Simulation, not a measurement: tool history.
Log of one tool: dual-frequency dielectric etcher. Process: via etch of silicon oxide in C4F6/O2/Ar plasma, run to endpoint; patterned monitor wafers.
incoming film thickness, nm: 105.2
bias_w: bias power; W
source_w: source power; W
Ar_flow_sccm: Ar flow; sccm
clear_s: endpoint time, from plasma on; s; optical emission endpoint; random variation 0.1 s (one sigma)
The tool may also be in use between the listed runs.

run 1 hour=0.0 | bias_w=516 source_w=390 Ar_flow_sccm=291 | clear_s=21.102
run 2 hour=6.4 | bias_w=470 source_w=380 Ar_flow_sccm=293 | clear_s=22.081
run 3 hour=10.2 | bias_w=470 source_w=440 Ar_flow_sccm=293 | clear_s=20.786
run 4 hour=19.0 | bias_w=515 source_w=440 Ar_flow_sccm=293 | clear_s=20.083
run 5 hour=20.5 | bias_w=460 source_w=420 Ar_flow_sccm=296 | clear_s=21.254
run 6 hour=28.5 | bias_w=422 source_w=400 Ar_flow_sccm=298 | clear_s=22.568
run 7 hour=32.3 | bias_w=401 source_w=400 Ar_flow_sccm=299 | clear_s=23.149

The next listed run, before its measurement:
run 8 hour=39.9 | bias_w=389 source_w=400 Ar_flow_sccm=299 | clear_s=?

clear_s: 23.429 s
